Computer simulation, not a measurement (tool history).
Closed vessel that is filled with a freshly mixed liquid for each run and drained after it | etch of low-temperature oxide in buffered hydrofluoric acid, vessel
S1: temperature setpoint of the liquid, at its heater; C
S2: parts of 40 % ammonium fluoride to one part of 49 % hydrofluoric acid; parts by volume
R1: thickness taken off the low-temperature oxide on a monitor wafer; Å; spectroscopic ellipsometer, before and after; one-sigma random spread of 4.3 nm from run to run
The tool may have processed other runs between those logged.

Run 1, hour 0.0: S1 21.0 C, S2 12.5 parts by volume, time in the liquid (s) 90. Result: R1 3629.6 Å.
Run 2, hour 5.1: S1 23.0 C, S2 11.5 parts by volume, time in the liquid (s) 90. Result: R1 4470.9 Å.
Run 3, hour 7.9: S1 25.5 C, S2 11.5 parts by volume, time in the liquid (s) 90. Result: R1 5061.0 Å.
Run 4, hour 15.9: S1 26.5 C, S2 11.0 parts by volume, time in the liquid (s) 90. Result: R1 5522.0 Å.
Run 5, hour 23.9: S1 26.5 C, S2 14.0 parts by volume, time in the liquid (s) 90. Result: R1 4417.1 Å.
Run 6, hour 31.2: S1 26.5 C, S2 14.0 parts by volume, time in the liquid (s) 95. Result: R1 4635.7 Å.
Run 7, hour 40.4: S1 27.0 C, S2 13.0 parts by volume, time in the liquid (s) 95. Result: R1 5125.0 Å.

Predict the results of run 8:
Run 8, hour 47.5: S1 27.5 C, S2 12.5 parts by volume, time in the liquid (s) 95. Result: R1 ?.

R1: 5549.6 Å
